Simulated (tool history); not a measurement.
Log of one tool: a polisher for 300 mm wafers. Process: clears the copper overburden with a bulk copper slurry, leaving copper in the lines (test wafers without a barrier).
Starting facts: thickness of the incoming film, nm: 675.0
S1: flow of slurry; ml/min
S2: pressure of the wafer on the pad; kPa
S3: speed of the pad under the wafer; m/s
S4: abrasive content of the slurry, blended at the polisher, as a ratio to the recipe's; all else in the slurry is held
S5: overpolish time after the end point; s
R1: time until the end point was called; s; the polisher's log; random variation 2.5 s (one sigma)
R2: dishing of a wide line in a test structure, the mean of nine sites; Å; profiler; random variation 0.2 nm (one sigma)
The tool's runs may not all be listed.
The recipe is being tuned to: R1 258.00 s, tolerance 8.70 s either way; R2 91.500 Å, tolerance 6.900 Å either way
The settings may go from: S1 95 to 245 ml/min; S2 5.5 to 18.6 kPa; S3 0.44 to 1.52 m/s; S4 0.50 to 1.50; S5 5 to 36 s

run 1 hour=0.0 | S1=155 S2=11.7 S3=0.98 S4=1.00 S5=18 | R1=163.29 R2=446.910
run 2 hour=5.2 | S1=155 S2=11.0 S3=0.98 S4=1.00 S5=16 | R1=169.99 R2=380.350
run 3 hour=13.0 | S1=155 S2=11.0 S3=0.98 S4=0.80 S5=16 | R1=182.06 R2=372.980
run 4 hour=15.8 | S1=125 S2=11.0 S3=0.98 S4=0.80 S5=16 | R1=190.99 R2=343.600
run 5 hour=20.2 | S1=125 S2=13.1 S3=0.98 S4=0.80 S5=16 | R1=168.63 R2=381.150
run 6 hour=24.7 | S1=125 S2=13.1 S3=0.82 S4=0.80 S5=16 | R1=200.16 R2=343.820
run 7 hour=32.6 | S1=120 S2=11.7 S3=0.86 S4=0.75 S5=14 | R1=212.31 R2=282.550
run 8 hour=35.1 | S1=115 S2=11.0 S3=0.88 S4=0.80 S5=13 | R1=218.74 R2=259.290
run 9 hour=36.7 | S1=110 S2=10.3 S3=0.88 S4=0.90 S5=12 | R1=220.05 R2=251.940
run 10 hour=45.1 | S1=110 S2=9.7 S3=0.92 S4=0.85 S5=11 | R1=226.04 R2=221.930
run 11 hour=53.1 | S1=110 S2=9.0 S3=0.96 S4=0.80 S5=10 | R1=232.99 R2=191.050
run 12 hour=56.6 | S1=95 S2=5.5 S3=1.24 S4=0.55 S5=5 | R1=393.85 R2=59.442
run 13 hour=64.2 | S1=105 S2=6.2 S3=1.26 S4=0.55 S5=5 | R1=353.04 R2=65.019
run 14 hour=71.6 | S1=115 S2=6.2 S3=1.26 S4=0.55 S5=5 | R1=351.20 R2=68.281
run 15 hour=78.5 | S1=120 S2=6.2 S3=1.28 S4=0.55 S5=5 | R1=337.55 R2=71.222

4 next moves are on the table. One of them brings every result within its allowed miss. Which?
run A hour=85.4 | S1=150 S2=6.2 S3=1.06 S4=0.70 S5=5 | R1=? R2=?
run B hour=85.4 | S1=95 S2=6.2 S3=1.40 S4=0.50 S5=5 | R1=? R2=?
run C hour=85.4 | S1=105 S2=5.5 S3=1.20 S4=0.50 S5=9 | R1=? R2=?
run D hour=85.4 | S1=105 S2=5.5 S3=1.16 S4=0.50 S5=10 | R1=? R2=?

move=A R1=261.45 R2=89.471
move=B R1=434.77 R2=54.735
move=C R1=519.49 R2=81.271
move=D R1=535.86 R2=87.272
A: every result within its allowed miss
B: further off than the last run
C: further off than the last run
D: further off than the last run
The move that meets every target is A.
